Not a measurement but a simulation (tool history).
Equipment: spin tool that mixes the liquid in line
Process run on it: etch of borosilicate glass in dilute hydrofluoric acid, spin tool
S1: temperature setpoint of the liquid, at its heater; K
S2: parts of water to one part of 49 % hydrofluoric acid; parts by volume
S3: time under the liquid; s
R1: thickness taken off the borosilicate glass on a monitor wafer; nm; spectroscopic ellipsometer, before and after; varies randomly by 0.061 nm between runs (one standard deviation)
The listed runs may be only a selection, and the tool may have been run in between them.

Run 1, hour 0: S1 297.15 K, S2 245 parts by volume, S3 310 s. Result: R1 21.092 nm.
Run 2, hour 7.2: S1 297.15 K, S2 245 parts by volume, S3 335 s. Result: R1 22.648 nm.
Run 3, hour 10.4: S1 296.15 K, S2 265 parts by volume, S3 335 s. Result: R1 19.692 nm.
Run 4, hour 14.6: S1 295.15 K, S2 280 parts by volume, S3 335 s. Result: R1 17.899 nm.
Run 5, hour 20.7: S1 295.15 K, S2 280 parts by volume, S3 310 s. Result: R1 16.549 nm.
Run 6, hour 29.1: S1 294.15 K, S2 295 parts by volume, S3 310 s. Result: R1 14.763 nm.
Run 7, hour 34: S1 293.65 K, S2 310 parts by volume, S3 310 s. Result: R1 13.92 nm.
Run 8, hour 41.4: S1 293.15 K, S2 325 parts by volume, S3 310 s. Result: R1 12.584 nm.
Run 9, hour 43.9: S1 292.65 K, S2 335 parts by volume, S3 310 s. Result: R1 11.956 nm.
Run 10, hour 45.5: S1 292.15 K, S2 345 parts by volume, S3 310 s. Result: R1 11.363 nm.
Run 11, hour 50.9: S1 292.15 K, S2 345 parts by volume, S3 310 s. Result: R1 11.285 nm.
Run 12, hour 58.1: S1 291.65 K, S2 350 parts by volume, S3 310 s. Result: R1 11.006 nm.
Run 13, hour 59.6: S1 291.65 K, S2 355 parts by volume, S3 310 s. Result: R1 10.909 nm.
Run 14, hour 62.9: S1 291.65 K, S2 360 parts by volume, S3 310 s. Result: R1 10.555 nm.

What does the tool deliver on the next run?
Run 15, hour 68: S1 291.65 K, S2 365 parts by volume, S3 310 s. Result: R1 ?.

{"run 15": {"R1": 10.348}}

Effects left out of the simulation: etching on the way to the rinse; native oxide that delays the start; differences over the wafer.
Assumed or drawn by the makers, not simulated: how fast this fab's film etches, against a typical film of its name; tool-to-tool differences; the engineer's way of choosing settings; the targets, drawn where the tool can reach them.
